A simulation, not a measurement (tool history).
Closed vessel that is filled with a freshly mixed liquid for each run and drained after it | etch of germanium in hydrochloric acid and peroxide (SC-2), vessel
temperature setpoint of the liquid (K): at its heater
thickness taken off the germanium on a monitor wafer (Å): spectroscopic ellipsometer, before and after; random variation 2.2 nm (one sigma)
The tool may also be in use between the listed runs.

run	hour	temperature setpoint of the liquid (K)	parts of water to one part each of 37 % hydrochloric acid and 30 % peroxide (parts by volume)	time in the liquid (s)	thickness taken off the germanium on a monitor wafer (Å)
1	0	334.15	11.5	90	4917.8
2	4.7	339.65	11.5	90	5750.8
3	11.1	339.65	15.5	90	5481.2
4	17.8	336.65	15.5	90	4985
5	26.6	342.15	15.5	90	5830
6	31.5	342.15	15.5	100	6528.8
# hour 38.9: chemicals flow meter replaced
7	38.9	334.65	16.5	100	5221.7

Run 8 comes next. What will it give?
8	42.1	326.65	18	100	?

{"run 8": {"thickness taken off the germanium on a monitor wafer (Å)": 4140.7}}

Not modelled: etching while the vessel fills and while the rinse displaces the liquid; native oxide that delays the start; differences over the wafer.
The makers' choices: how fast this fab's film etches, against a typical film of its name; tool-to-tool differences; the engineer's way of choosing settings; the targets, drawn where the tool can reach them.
